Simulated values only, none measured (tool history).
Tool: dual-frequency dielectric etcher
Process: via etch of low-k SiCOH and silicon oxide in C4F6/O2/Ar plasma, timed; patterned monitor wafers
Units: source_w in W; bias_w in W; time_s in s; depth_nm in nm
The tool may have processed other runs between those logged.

| run | hour | source_w | bias_w | time_s | depth_nm |
|---|---|---|---|---|---|
| 1 | 0.0 | 400 | 210 | 67.0 | 200.50 |
| 2 | 3.9 | 400 | 210 | 62.0 | 185.06 |
| 3 | 10.7 | 400 | 210 | 62.0 | 185.18 |
| 4 | 13.2 | 400 | 210 | 67.0 | 198.93 |
| 5 | 16.7 | 380 | 197 | 66.5 | 187.71 |
| 6 | 24.0 | 430 | 197 | 66.5 | 197.64 |
| 7 | 26.5 | 400 | 188 | 66.5 | 187.68 |
| 8 | 34.1 | 380 | 183 | 66.5 | 181.12 |

Run 9 comes next. What will it give?
| 9 | 34.8 | 360 | 180 | 66.5 | ? |

Run 9 measured depth_nm 175.04 nm.
